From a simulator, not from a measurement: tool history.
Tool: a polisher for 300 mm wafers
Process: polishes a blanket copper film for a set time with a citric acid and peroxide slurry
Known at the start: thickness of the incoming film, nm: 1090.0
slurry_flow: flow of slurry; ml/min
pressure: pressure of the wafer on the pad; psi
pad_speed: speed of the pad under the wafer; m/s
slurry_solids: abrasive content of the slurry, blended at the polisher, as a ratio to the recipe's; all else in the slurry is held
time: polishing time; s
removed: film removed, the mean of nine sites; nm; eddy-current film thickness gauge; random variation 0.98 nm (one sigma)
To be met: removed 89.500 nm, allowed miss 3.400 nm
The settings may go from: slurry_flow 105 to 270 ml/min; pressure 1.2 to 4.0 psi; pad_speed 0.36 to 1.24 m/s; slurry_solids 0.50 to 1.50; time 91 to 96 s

run 1 hour=0.0 | slurry_flow=175 pressure=2.6 pad_speed=0.80 slurry_solids=1.00 time=91 | removed=174.950
run 2 hour=5.6 | slurry_flow=175 pressure=2.3 pad_speed=0.78 slurry_solids=1.00 time=91 | removed=155.500
run 3 hour=12.3 | slurry_flow=175 pressure=2.3 pad_speed=0.86 slurry_solids=1.00 time=91 | removed=171.840
run 4 hour=15.3 | slurry_flow=175 pressure=2.1 pad_speed=0.82 slurry_solids=1.00 time=91 | removed=152.860
run 5 hour=16.0 | slurry_flow=175 pressure=1.9 pad_speed=0.78 slurry_solids=1.00 time=91 | removed=138.730
run 6 hour=19.5 | slurry_flow=175 pressure=1.8 pad_speed=0.74 slurry_solids=1.00 time=91 | removed=124.620
run 7 hour=20.3 | slurry_flow=175 pressure=1.7 pad_speed=0.72 slurry_solids=1.00 time=91 | removed=117.960
run 8 hour=25.2 | slurry_flow=175 pressure=1.6 pad_speed=0.70 slurry_solids=1.00 time=91 | removed=109.590

Which of these 4 next moves meets every target?
run A hour=30.1 | slurry_flow=190 pressure=1.3 pad_speed=0.56 slurry_solids=0.85 time=94 | removed=?
run B hour=30.1 | slurry_flow=150 pressure=1.7 pad_speed=0.54 slurry_solids=1.15 time=91 | removed=?
run C hour=30.1 | slurry_flow=195 pressure=1.2 pad_speed=0.60 slurry_solids=0.90 time=92 | removed=?
run D hour=30.1 | slurry_flow=165 pressure=1.5 pad_speed=0.50 slurry_solids=1.00 time=96 | removed=?

move=A removed=80.149
move=B removed=89.041
move=C removed=81.218
move=D removed=80.458
A: takes the result that was furthest off past its target
B: meets every target
C: takes the result that was furthest off past its target
D: takes the result that was furthest off past its target
Answer: B
